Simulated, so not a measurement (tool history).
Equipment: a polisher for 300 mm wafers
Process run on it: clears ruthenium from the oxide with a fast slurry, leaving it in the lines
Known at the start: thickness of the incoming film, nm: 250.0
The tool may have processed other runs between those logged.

| run | hour | flow of slurry (ml/min) | pressure of the wafer on the pad (psi) | speed of the pad under the wafer (m/s) | abrasive content of the slurry | overpolish time after the end point (s) | time until the end point was called (s) | dishing of a wide line in a test structure (angstrom) |
|---|---|---|---|---|---|---|---|---|
| 1 | 0.0 | 285 | 3.2 | 1.16 | 1.0 | 14 | 50.083 | 467.91 |
| 2 | 2.0 | 285 | 2.9 | 1.16 | 1.0 | 14 | 54.962 | 447.75 |
| 3 | 3.3 | 285 | 2.5 | 1.14 | 1.0 | 13 | 64.675 | 386.89 |
| 4 | 6.6 | 250 | 2.5 | 1.14 | 1.0 | 13 | 65.340 | 384.12 |
| 5 | 7.9 | 250 | 2.2 | 1.14 | 1.0 | 13 | 73.626 | 349.48 |
| 6 | 15.8 | 245 | 2.1 | 1.14 | 1.0 | 13 | 78.054 | 334.38 |
| 7 | 22.8 | 235 | 2.0 | 1.14 | 1.0 | 13 | 81.502 | 322.86 |
| 8 | 26.3 | 225 | 1.7 | 1.14 | 1.0 | 13 | 95.856 | 289.02 |

For run 9, what comes out?
| 9 | 34.7 | 235 | 1.7 | 1.14 | 1.0 | 13 | ? | ? |

Run 9 gave time until the end point was called (s) 94.482, dishing of a wide line in a test structure (angstrom) 289.84.
